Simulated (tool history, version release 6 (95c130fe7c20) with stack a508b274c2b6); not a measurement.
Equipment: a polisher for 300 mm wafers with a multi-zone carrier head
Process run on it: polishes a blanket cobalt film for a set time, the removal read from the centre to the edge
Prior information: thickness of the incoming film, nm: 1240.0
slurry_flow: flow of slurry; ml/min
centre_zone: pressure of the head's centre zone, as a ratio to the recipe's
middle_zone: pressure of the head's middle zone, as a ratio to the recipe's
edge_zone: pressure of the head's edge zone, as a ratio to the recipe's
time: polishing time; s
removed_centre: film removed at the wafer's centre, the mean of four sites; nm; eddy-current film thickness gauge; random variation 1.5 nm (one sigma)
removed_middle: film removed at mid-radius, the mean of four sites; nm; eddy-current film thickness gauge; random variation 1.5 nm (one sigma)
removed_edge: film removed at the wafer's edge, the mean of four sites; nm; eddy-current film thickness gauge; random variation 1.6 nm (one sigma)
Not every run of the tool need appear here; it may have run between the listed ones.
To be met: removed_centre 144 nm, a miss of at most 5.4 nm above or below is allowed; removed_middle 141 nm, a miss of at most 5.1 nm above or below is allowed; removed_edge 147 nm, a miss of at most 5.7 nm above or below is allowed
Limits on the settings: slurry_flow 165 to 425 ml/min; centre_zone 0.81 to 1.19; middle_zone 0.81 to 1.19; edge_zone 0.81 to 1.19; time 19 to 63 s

run 1 hour=0 | slurry_flow=275 centre_zone=1 middle_zone=1 edge_zone=1 time=41 | removed_centre=265.34 removed_middle=266.8 removed_edge=269.25
run 2 hour=2.6 | slurry_flow=275 centre_zone=1 middle_zone=1 edge_zone=1 time=45 | removed_centre=289.6 removed_middle=296.28 removed_edge=289.77
run 3 hour=9 | slurry_flow=275 centre_zone=1 middle_zone=1 edge_zone=1 time=35 | removed_centre=226.94 removed_middle=225.35 removed_edge=225.01
run 4 hour=14 | slurry_flow=270 centre_zone=0.98 middle_zone=0.98 edge_zone=0.98 time=33 | removed_centre=207.76 removed_middle=206.65 removed_edge=213.2
run 5 hour=18.7 | slurry_flow=270 centre_zone=0.98 middle_zone=0.98 edge_zone=0.96 time=31 | removed_centre=196.68 removed_middle=199.59 removed_edge=200.45
run 6 hour=21 | slurry_flow=305 centre_zone=0.98 middle_zone=0.98 edge_zone=0.96 time=31 | removed_centre=194.13 removed_middle=199.82 removed_edge=201.29
run 7 hour=27.6 | slurry_flow=300 centre_zone=0.98 middle_zone=0.97 edge_zone=0.94 time=29 | removed_centre=184.2 removed_middle=183.89 removed_edge=184.99
run 8 hour=34.8 | slurry_flow=250 centre_zone=0.88 middle_zone=0.87 edge_zone=0.84 time=24 | removed_centre=133.95 removed_middle=135.14 removed_edge=143.12
run 9 hour=35.4 | slurry_flow=255 centre_zone=0.89 middle_zone=0.87 edge_zone=0.84 time=24 | removed_centre=138.09 removed_middle=137.76 removed_edge=140.87
run 10 hour=43 | slurry_flow=255 centre_zone=0.89 middle_zone=0.87 edge_zone=0.85 time=24 | removed_centre=138.14 removed_middle=136.96 removed_edge=142.38
run 11 hour=50 | slurry_flow=255 centre_zone=0.89 middle_zone=0.87 edge_zone=0.85 time=24 | removed_centre=136.53 removed_middle=136.25 removed_edge=146.75
run 12 hour=55.3 | slurry_flow=260 centre_zone=0.9 middle_zone=0.87 edge_zone=0.85 time=24 | removed_centre=135.52 removed_middle=136.19 removed_edge=143.77

Which of these 4 next moves meets every target?
run A hour=60.6 | slurry_flow=205 centre_zone=0.89 middle_zone=0.87 edge_zone=0.84 time=24 | removed_centre=? removed_middle=? removed_edge=?
run B hour=60.6 | slurry_flow=245 centre_zone=0.93 middle_zone=0.92 edge_zone=0.81 time=23 | removed_centre=? removed_middle=? removed_edge=?
run C hour=60.6 | slurry_flow=215 centre_zone=0.91 middle_zone=0.86 edge_zone=0.81 time=25 | removed_centre=? removed_middle=? removed_edge=?
run D hour=60.6 | slurry_flow=255 centre_zone=0.88 middle_zone=0.82 edge_zone=0.9 time=24 | removed_centre=? removed_middle=? removed_edge=?

move=A removed_centre=133.6 removed_middle=135.2 removed_edge=142.77
move=B removed_centre=136.45 removed_middle=137.97 removed_edge=136.31
move=C removed_centre=143.06 removed_middle=140.16 removed_edge=146.91
move=D removed_centre=135.11 removed_middle=131.54 removed_edge=149.71
A: its largest miss is bigger than the last run's
B: its largest miss is bigger than the last run's
C: all results in spec
D: its largest miss is bigger than the last run's
C is the move that brings every result within its allowed miss.
